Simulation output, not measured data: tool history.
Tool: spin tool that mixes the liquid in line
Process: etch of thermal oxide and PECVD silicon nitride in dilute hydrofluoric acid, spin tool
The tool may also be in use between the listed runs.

run	day	temperature setpoint of the liquid (K)	parts of water to one part of 49 % hydrofluoric acid (parts by volume)	time under the liquid (s)	thickness taken off the thermal oxide on a monitor wafer (angstrom)	thickness taken off the PECVD silicon nitride on a monitor wafer (angstrom)
1	0.000	299.15	280	180	26.401	18.361
2	0.079	299.15	225	180	35.187	22.525
3	0.129	299.15	285	190	27.175	19.154
4	0.346	299.15	230	190	35.231	23.340
5	0.596	299.15	180	190	48.255	30.001
6	0.838	299.15	250	200	33.873	22.866
7	0.921	299.15	305	210	27.532	19.623
8	1.012	299.15	305	210	27.674	19.910
9	1.158	298.65	415	235	20.263	15.659
10	1.354	298.65	440	235	18.527	14.592

Run 11, settings as shown, results not yet in. Your forecast:
11	1.533	298.65	460	235	?	?

{"run 11": {"thickness taken off the thermal oxide on a monitor wafer (angstrom)": 17.302, "thickness taken off the PECVD silicon nitride on a monitor wafer (angstrom)": 14.131}}
